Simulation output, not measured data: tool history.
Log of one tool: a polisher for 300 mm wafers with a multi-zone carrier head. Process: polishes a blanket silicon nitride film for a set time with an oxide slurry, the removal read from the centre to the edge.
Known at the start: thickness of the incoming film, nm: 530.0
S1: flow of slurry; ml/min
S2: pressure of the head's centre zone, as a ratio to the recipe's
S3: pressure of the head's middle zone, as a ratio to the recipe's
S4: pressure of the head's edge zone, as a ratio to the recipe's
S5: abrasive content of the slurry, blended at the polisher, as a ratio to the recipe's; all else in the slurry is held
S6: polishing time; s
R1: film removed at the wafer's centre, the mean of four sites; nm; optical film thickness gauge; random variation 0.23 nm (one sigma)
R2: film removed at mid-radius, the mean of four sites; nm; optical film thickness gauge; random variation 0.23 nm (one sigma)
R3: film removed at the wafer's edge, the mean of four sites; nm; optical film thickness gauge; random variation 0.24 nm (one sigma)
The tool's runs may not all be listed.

run,hour,S1,S2,S3,S4,S5,S6,R1,R2,R3
1,0.0,260,1.00,1.00,1.00,1.00,33,20.289,19.660,20.119
2,1.9,260,1.00,1.00,0.96,1.00,33,20.716,19.994,20.046
3,4.4,260,1.00,1.00,1.01,1.00,33,19.946,20.028,20.761
4,13.5,255,0.97,0.99,1.01,1.00,33,19.075,20.039,20.238
5,18.9,255,0.97,1.06,1.01,1.00,33,19.628,21.273,20.487
6,22.3,255,0.97,1.06,1.01,1.00,36,21.693,22.731,22.390
7,24.4,250,0.94,1.02,1.01,0.95,36,20.038,21.182,22.007

Predict the results of run 8:
8,25.8,250,0.91,1.01,1.00,0.90,36,?,?,?

For run 8 the tool returned R1 19.134 nm, R2 20.607 nm, R3 20.533 nm.
